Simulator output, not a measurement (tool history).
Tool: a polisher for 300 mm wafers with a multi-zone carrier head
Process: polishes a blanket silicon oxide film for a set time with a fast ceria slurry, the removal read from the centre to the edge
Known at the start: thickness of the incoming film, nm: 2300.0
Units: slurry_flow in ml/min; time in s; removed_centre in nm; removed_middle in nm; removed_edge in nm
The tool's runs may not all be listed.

run	day	slurry_flow	centre_zone	middle_zone	edge_zone	time	removed_centre	removed_middle	removed_edge
1	0.000	280	1.00	1.00	1.00	53	933.65	926.32	924.08
2	0.212	280	1.07	1.00	1.00	53	995.13	915.28	930.15
3	0.250	275	1.06	0.97	0.97	52	963.77	869.45	898.53
4	0.425	275	1.06	0.95	0.94	51	939.82	827.10	861.90
5	0.525	270	1.05	0.93	0.92	51	945.45	818.79	861.92
6	0.746	320	1.05	0.93	0.92	51	941.88	838.94	884.82
7	0.788	305	1.04	0.92	0.90	50	924.36	821.47	818.90
8	0.954	295	1.03	0.90	0.90	50	900.40	797.08	833.12
9	1.196	285	1.03	0.89	0.89	50	908.97	790.47	822.63

Forecast run 10:
10	1.250	280	1.03	0.88	0.88	50	?	?	?

{"run 10": {"removed_centre": 904.28, "removed_middle": 786.99, "removed_edge": 817.65}}

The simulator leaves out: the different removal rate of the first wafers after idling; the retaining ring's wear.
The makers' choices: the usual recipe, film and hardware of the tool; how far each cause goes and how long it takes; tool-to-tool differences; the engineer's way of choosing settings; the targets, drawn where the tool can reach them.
